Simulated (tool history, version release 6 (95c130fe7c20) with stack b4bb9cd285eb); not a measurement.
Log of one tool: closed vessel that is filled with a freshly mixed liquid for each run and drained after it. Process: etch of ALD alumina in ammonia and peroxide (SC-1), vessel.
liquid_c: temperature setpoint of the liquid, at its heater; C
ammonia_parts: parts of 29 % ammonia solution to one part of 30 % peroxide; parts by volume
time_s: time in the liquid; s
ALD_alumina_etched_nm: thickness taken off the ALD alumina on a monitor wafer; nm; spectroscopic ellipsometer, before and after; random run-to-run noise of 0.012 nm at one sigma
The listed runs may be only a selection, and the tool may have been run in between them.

run	day	liquid_c	ammonia_parts	time_s	ALD_alumina_etched_nm
1	0.000	54.0	0.8	30	1.7118
2	0.071	55.0	0.8	30	1.7742
3	0.329	56.0	0.8	30	1.8838
4	0.479	56.0	0.8	30	1.8806
5	0.642	56.0	0.8	30	1.8766
6	0.817	51.5	0.8	30	1.4819
7	0.992	53.0	0.8	30	1.6016

Run 8 comes next. What will it give?
8	1.221	54.5	0.8	30	?

ALD_alumina_etched_nm: 1.7307 nm

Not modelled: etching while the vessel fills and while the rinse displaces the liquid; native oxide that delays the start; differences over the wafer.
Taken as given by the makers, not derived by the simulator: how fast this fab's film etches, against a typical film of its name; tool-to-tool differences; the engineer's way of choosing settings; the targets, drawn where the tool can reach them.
